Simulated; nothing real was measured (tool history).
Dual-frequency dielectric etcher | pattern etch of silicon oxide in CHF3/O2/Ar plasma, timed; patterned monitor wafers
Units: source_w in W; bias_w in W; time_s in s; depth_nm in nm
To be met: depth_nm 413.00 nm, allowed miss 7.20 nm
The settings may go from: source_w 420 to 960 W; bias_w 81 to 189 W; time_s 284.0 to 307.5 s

run,day,source_w,bias_w,time_s,depth_nm
1,0.000,690,135,307.5,542.20
2,0.067,690,143,307.5,558.00
3,0.171,690,143,284.0,519.84
4,0.479,780,143,284.0,543.57
5,0.579,680,143,284.0,517.89
6,0.825,680,143,284.0,512.83
7,1.171,610,135,284.0,480.75
8,1.329,560,131,284.0,460.82
9,1.371,520,129,284.0,445.09
10,1.692,490,128,284.0,434.70
11,1.875,470,127,284.0,429.00
12,1.938,460,126,284.0,420.23

5 next moves are on the table. One of them brings every result within its allowed miss. Which?
A,2.000,500,125,284.0,?
B,2.000,480,109,303.0,?
C,2.000,490,118,290.5,?
D,2.000,490,127,287.0,?
E,2.000,420,121,290.5,?

move,depth_nm
A,432.90
B,428.19
C,428.50
D,437.26
E,409.37
A: further off than the last run
B: further off than the last run
C: further off than the last run
D: further off than the last run
E: meets every target
The right move is E.
